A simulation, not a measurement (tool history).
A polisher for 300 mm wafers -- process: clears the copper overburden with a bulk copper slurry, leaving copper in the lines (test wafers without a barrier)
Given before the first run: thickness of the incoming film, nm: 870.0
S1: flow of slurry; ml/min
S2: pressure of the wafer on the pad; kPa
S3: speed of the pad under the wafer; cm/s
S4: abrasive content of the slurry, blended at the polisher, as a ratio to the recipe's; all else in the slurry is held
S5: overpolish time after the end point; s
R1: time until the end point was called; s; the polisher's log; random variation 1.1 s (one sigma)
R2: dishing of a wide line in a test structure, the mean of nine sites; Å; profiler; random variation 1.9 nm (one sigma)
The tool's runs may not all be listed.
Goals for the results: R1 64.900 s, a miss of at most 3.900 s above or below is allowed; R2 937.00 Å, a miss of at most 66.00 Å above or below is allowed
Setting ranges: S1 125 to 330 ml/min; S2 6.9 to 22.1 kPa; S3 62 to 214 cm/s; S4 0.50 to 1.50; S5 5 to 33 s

{"run": 1, "day": 0.0, "S1": 210, "S2": 14.5, "S3": 138, "S4": 1.0, "S5": 17, "R1": 86.366, "R2": 795.05}
{"run": 2, "day": 0.05, "S1": 255, "S2": 14.5, "S3": 138, "S4": 1.0, "S5": 17, "R1": 84.692, "R2": 814.61}
{"run": 3, "day": 0.354, "S1": 255, "S2": 15.9, "S3": 140, "S4": 1.0, "S5": 17, "R1": 73.935, "R2": 923.91}
{"run": 4, "day": 0.512, "S1": 255, "S2": 15.9, "S3": 108, "S4": 1.0, "S5": 17, "R1": 97.9, "R2": 768.07}
{"run": 5, "day": 0.738, "S1": 285, "S2": 15.9, "S3": 108, "S4": 1.0, "S5": 17, "R1": 96.198, "R2": 802.91}
{"run": 6, "day": 0.975, "S1": 285, "S2": 15.9, "S3": 108, "S4": 1.0, "S5": 22, "R1": 97.233, "R2": 899.75}
{"run": 7, "day": 1.012, "S1": 280, "S2": 17.2, "S3": 110, "S4": 1.0, "S5": 19, "R1": 88.867, "R2": 858.12}
{"run": 8, "day": 1.121, "S1": 280, "S2": 18.6, "S3": 112, "S4": 1.0, "S5": 18, "R1": 78.128, "R2": 907.46}
{"run": 9, "day": 1.158, "S1": 280, "S2": 19.3, "S3": 112, "S4": 1.0, "S5": 17, "R1": 76.605, "R2": 931.29}
{"run": 10, "day": 1.283, "S1": 280, "S2": 20.0, "S3": 114, "S4": 1.0, "S5": 16, "R1": 72.438, "R2": 911.36}
{"run": 11, "day": 1.604, "S1": 280, "S2": 20.7, "S3": 114, "S4": 1.0, "S5": 16, "R1": 72.045, "R2": 933.86}
{"run": 12, "day": 1.658, "S1": 280, "S2": 20.7, "S3": 114, "S4": 1.0, "S5": 16, "R1": 71.541, "R2": 936.5}

5 next moves are on the table. One of them brings every result within its allowed miss. Which?
{"run": "A", "day": 1.712, "S1": 245, "S2": 20.0, "S3": 132, "S4": 1.05, "S5": 21, "R1": "?", "R2": "?"}
{"run": "B", "day": 1.712, "S1": 320, "S2": 21.4, "S3": 120, "S4": 1.0, "S5": 15, "R1": "?", "R2": "?"}
{"run": "C", "day": 1.712, "S1": 250, "S2": 22.1, "S3": 100, "S4": 1.1, "S5": 22, "R1": "?", "R2": "?"}
{"run": "D", "day": 1.712, "S1": 265, "S2": 20.7, "S3": 128, "S4": 0.95, "S5": 22, "R1": "?", "R2": "?"}
{"run": "E", "day": 1.712, "S1": 310, "S2": 19.3, "S3": 112, "S4": 0.9, "S5": 18, "R1": "?", "R2": "?"}

move=A R1=64.093 R2=1120.60
move=B R1=64.493 R2=954.19
move=C R1=75.032 R2=1083.20
move=D R1=65.120 R2=1142.40
move=E R1=78.675 R2=932.01
A: the furthest-off result lands on target, but another misses its tolerance
B: hits every target within its allowed miss
C: its largest miss is bigger than the last run's
D: the furthest-off result lands on target, but another misses its tolerance
E: its largest miss is bigger than the last run's
Go with B: it meets all targets.
